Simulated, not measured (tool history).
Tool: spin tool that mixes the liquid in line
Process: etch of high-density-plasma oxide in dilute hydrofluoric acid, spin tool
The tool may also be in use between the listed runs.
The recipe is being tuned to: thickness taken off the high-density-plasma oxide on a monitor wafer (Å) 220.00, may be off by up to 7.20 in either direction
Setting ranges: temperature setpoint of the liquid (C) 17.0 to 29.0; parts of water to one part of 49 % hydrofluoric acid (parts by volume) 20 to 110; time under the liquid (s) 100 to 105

| run | hour | temperature setpoint of the liquid (C) | parts of water to one part of 49 % hydrofluoric acid (parts by volume) | time under the liquid (s) | thickness taken off the high-density-plasma oxide on a monitor wafer (Å) |
|---|---|---|---|---|---|
| 1 | 0.0 | 21.0 | 60 | 100 | 147.60 |
| 2 | 4.2 | 21.0 | 45 | 100 | 199.63 |
| 3 | 7.4 | 17.5 | 45 | 100 | 171.98 |
| 4 | 8.0 | 17.5 | 45 | 100 | 173.14 |
| 5 | 12.6 | 17.0 | 45 | 100 | 168.97 |
| 6 | 16.6 | 17.0 | 40 | 100 | 192.33 |
| 7 | 22.1 | 17.5 | 40 | 100 | 194.89 |
| 8 | 26.0 | 18.0 | 40 | 100 | 200.02 |
| 9 | 28.1 | 18.5 | 40 | 100 | 203.96 |

Next run, 5 choices. One meets every target within its allowed miss, the rest don't. Which?
| A | 30.2 | 19.0 | 35 | 100 | ? |
| B | 30.2 | 20.5 | 40 | 105 | ? |
| C | 30.2 | 19.0 | 45 | 100 | ? |
| D | 30.2 | 17.5 | 35 | 105 | ? |
| E | 30.2 | 19.0 | 40 | 105 | ? |

| move | thickness taken off the high-density-plasma oxide on a monitor wafer (Å) |
|---|---|
| A | 241.54 |
| B | 235.26 |
| C | 185.67 |
| D | 237.60 |
| E | 220.62 |
A: pushes the last run's worst result past its target
B: pushes the last run's worst result past its target
C: further off than the last run
D: pushes the last run's worst result past its target
E: all results in spec
The move that meets every target is E.

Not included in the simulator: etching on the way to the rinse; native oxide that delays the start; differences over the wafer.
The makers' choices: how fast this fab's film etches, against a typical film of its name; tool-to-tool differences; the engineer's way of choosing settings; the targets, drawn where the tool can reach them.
